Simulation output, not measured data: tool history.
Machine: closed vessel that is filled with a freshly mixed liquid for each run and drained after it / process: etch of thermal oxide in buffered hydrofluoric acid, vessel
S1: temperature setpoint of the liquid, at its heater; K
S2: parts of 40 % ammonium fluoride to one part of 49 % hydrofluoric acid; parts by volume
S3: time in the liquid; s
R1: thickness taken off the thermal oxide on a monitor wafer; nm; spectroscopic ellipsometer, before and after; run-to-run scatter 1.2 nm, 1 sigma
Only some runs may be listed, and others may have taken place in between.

{"run": 1, "day": 0.0, "S1": 297.15, "S2": 23.5, "S3": 105, "R1": 55.114}
{"run": 2, "day": 0.188, "S1": 299.65, "S2": 23.5, "S3": 105, "R1": 62.656}
{"run": 3, "day": 0.367, "S1": 299.65, "S2": 29, "S3": 105, "R1": 54.239}
{"run": 4, "day": 0.7, "S1": 300.65, "S2": 24.5, "S3": 105, "R1": 64.817}
{"run": 5, "day": 1.062, "S1": 300.65, "S2": 24.5, "S3": 110, "R1": 67.419}
{"run": 6, "day": 1.133, "S1": 301.65, "S2": 21, "S3": 110, "R1": 80.11}

Run 7 is up next; what results do you expect?
{"run": 7, "day": 1.375, "S1": 302.65, "S2": 18.5, "S3": 110, "R1": "?"}

Run 7 produced R1 94.703 nm.
